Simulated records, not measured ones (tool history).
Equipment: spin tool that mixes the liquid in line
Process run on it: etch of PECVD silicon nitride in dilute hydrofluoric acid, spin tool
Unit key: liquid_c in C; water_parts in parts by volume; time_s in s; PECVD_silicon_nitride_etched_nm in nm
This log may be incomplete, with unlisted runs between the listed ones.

run  hour  liquid_c  water_parts  time_s  PECVD_silicon_nitride_etched_nm
  1   0.0      22.0          175     320                           2.8214
  2   8.7      22.0          175     340                           2.9085
  3  11.5      22.0          175     320                           2.7465
  4  14.3      24.0          135     325                           4.0744
  5  23.2      27.5          135     325                           5.3451
  6  25.4      28.0          115     325                           6.1717

Estimate the outcome of run 7 from the log above:
  7  33.8      28.5          105     325                                ?

{"run 7": {"PECVD_silicon_nitride_etched_nm": 6.7768}}

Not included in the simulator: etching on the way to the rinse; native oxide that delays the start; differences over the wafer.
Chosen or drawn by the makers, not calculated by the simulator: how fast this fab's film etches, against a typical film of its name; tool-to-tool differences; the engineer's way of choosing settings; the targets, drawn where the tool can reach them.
